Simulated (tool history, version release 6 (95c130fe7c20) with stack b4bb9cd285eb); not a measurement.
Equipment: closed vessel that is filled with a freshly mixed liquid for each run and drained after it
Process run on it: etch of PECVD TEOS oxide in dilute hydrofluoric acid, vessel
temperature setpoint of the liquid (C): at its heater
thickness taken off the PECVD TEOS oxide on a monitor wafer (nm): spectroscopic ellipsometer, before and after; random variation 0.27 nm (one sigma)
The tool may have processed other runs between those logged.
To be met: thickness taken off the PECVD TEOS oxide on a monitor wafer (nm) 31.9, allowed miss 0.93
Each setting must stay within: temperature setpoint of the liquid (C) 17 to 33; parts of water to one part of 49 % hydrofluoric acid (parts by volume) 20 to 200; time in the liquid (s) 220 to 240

| run | day | temperature setpoint of the liquid (C) | parts of water to one part of 49 % hydrofluoric acid (parts by volume) | time in the liquid (s) | thickness taken off the PECVD TEOS oxide on a monitor wafer (nm) |
|---|---|---|---|---|---|
| 1 | 0 | 25 | 110 | 220 | 47.646 |
| 2 | 0.175 | 25 | 110 | 220 | 48.472 |
| 3 | 0.354 | 23 | 115 | 220 | 42.653 |
| 4 | 0.562 | 25.5 | 115 | 220 | 47.435 |
| 5 | 0.879 | 27 | 115 | 220 | 49.268 |
| 6 | 1.1 | 27 | 115 | 240 | 54.473 |
| 7 | 1.338 | 25 | 120 | 240 | 47.988 |
| 8 | 1.408 | 23 | 125 | 240 | 42.523 |
| 9 | 1.588 | 21.5 | 125 | 240 | 40.081 |
| 10 | 1.642 | 20.5 | 125 | 240 | 38.547 |
| 11 | 1.758 | 19.5 | 125 | 240 | 37.226 |
| 12 | 2.054 | 19 | 125 | 240 | 36.223 |
| 13 | 2.442 | 18.5 | 125 | 240 | 35.496 |
| 14 | 2.708 | 18 | 125 | 240 | 34.863 |

Which single option among these 5 for the next run brings every result within its allowed miss of target? Just one does.
| A | 2.975 | 24.5 | 175 | 240 | ? |
| B | 2.975 | 17.5 | 105 | 225 | ? |
| C | 2.975 | 19 | 140 | 240 | ? |
| D | 2.975 | 18.5 | 120 | 220 | ? |
| E | 2.975 | 17 | 120 | 235 | ? |

| move | thickness taken off the PECVD TEOS oxide on a monitor wafer (nm) |
|---|---|
| A | 29.982 |
| B | 38.51 |
| C | 31.542 |
| D | 33.776 |
| E | 33.931 |
A: pushes the last run's worst result past its target
B: further off than the last run
C: every result lands within tolerance
D: nearer the targets than the last run, but a result is still out of spec
E: nearer the targets than the last run, but a result is still out of spec
Answer: C
